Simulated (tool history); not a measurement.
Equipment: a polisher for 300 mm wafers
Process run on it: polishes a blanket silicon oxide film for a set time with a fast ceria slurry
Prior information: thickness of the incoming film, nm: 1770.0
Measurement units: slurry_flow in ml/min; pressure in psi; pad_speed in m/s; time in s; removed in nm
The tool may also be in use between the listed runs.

run 1 hour=0 | slurry_flow=145 pressure=2.7 pad_speed=1.16 time=52 | removed=1015.5
run 2 hour=3.3 | slurry_flow=115 pressure=2.7 pad_speed=1.16 time=52 | removed=969.79
run 3 hour=9.5 | slurry_flow=115 pressure=2.7 pad_speed=0.98 time=52 | removed=816.55
run 4 hour=11.6 | slurry_flow=115 pressure=2.7 pad_speed=0.88 time=52 | removed=733.75
run 5 hour=13.2 | slurry_flow=110 pressure=2.5 pad_speed=0.88 time=52 | removed=676.56
run 6 hour=14.2 | slurry_flow=110 pressure=2.5 pad_speed=0.88 time=54 | removed=691.51
run 7 hour=17.1 | slurry_flow=105 pressure=1.8 pad_speed=0.86 time=54 | removed=512.69
run 8 hour=22.2 | slurry_flow=110 pressure=1.8 pad_speed=0.86 time=54 | removed=515.61
run 9 hour=23.2 | slurry_flow=115 pressure=1.8 pad_speed=0.86 time=54 | removed=522.27

Expected results for the next run?
run 10 hour=24.1 | slurry_flow=120 pressure=1.8 pad_speed=0.86 time=54 | removed=?

removed: 514.51 nm
